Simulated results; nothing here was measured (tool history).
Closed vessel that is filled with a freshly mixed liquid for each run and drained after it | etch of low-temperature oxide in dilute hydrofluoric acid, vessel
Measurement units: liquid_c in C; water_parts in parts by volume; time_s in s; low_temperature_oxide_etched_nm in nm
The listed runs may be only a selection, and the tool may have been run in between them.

| run | hour | liquid_c | water_parts | time_s | low_temperature_oxide_etched_nm |
|---|---|---|---|---|---|
| 1 | 0.0 | 22.0 | 50 | 35 | 14.4560 |
| 2 | 8.5 | 22.0 | 65 | 35 | 10.9870 |
| 3 | 9.6 | 22.0 | 65 | 30 | 9.4110 |
| 4 | 15.5 | 22.0 | 80 | 30 | 7.4678 |
| 5 | 20.7 | 19.0 | 80 | 30 | 6.5919 |
| 6 | 27.7 | 20.5 | 80 | 30 | 6.9226 |
| 7 | 32.3 | 22.0 | 80 | 30 | 7.5465 |
| 8 | 35.5 | 23.0 | 80 | 30 | 7.7315 |
| 9 | 42.5 | 24.0 | 80 | 30 | 8.0985 |
| 10 | 50.5 | 28.0 | 80 | 30 | 9.3712 |
| 11 | 58.9 | 28.0 | 80 | 30 | 9.4235 |

Expected results for the next run?
|  | 63.6 | hydrofluoric acid flow meter replaced |
| 12 | 63.6 | 29.0 | 80 | 30 | ? |

{"run 12": {"low_temperature_oxide_etched_nm": 9.2182}}
